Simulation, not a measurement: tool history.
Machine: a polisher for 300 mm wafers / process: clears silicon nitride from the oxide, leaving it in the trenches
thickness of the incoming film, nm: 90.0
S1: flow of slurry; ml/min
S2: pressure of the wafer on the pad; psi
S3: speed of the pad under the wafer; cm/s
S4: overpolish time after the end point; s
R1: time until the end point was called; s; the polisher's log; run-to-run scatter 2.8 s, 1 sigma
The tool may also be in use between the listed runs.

| run | hour | S1 | S2 | S3 | S4 | R1 |
|---|---|---|---|---|---|---|
| 1 | 0.0 | 200 | 3.2 | 78 | 25 | 92.542 |
| 2 | 1.7 | 240 | 3.2 | 78 | 25 | 94.041 |
| 3 | 6.0 | 265 | 3.2 | 78 | 25 | 90.108 |
| 4 | 10.8 | 265 | 2.9 | 76 | 25 | 100.750 |
| 5 | 12.0 | 265 | 2.9 | 66 | 25 | 116.270 |
| 6 | 13.3 | 265 | 2.7 | 66 | 25 | 123.110 |

Predict the results of run 7:
| 7 | 15.0 | 265 | 2.5 | 66 | 25 | ? |

{"run 7": {"R1": 130.62}}

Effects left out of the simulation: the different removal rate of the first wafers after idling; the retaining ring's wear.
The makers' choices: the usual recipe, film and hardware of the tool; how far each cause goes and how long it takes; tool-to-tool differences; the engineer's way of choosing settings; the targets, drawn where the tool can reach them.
